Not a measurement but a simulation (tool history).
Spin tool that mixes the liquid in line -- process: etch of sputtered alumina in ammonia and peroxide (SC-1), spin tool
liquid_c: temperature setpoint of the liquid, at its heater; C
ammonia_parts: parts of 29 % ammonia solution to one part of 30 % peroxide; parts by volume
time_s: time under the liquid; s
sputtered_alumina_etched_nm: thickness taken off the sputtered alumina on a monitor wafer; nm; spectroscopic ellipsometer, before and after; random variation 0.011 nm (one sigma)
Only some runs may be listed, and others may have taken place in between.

run,day,liquid_c,ammonia_parts,time_s,sputtered_alumina_etched_nm
1,0,48,0.95,85,2.8469
2,0.258,46,0.95,85,2.5475
3,0.35,46,0.95,85,2.5885
4,0.446,44.5,0.95,85,2.3703
5,0.683,43,0.95,85,2.1346
6,0.879,47,0.95,85,2.6952
7,1.238,45,0.95,85,2.4604
8,1.408,43.5,0.95,85,2.2024
9,1.508,42.5,0.95,85,2.098
10,1.738,41.5,0.95,85,1.9876

Predict the results of run 11:
11,1.817,41,0.95,85,?

Run 11 produced sputtered_alumina_etched_nm 1.9196 nm.
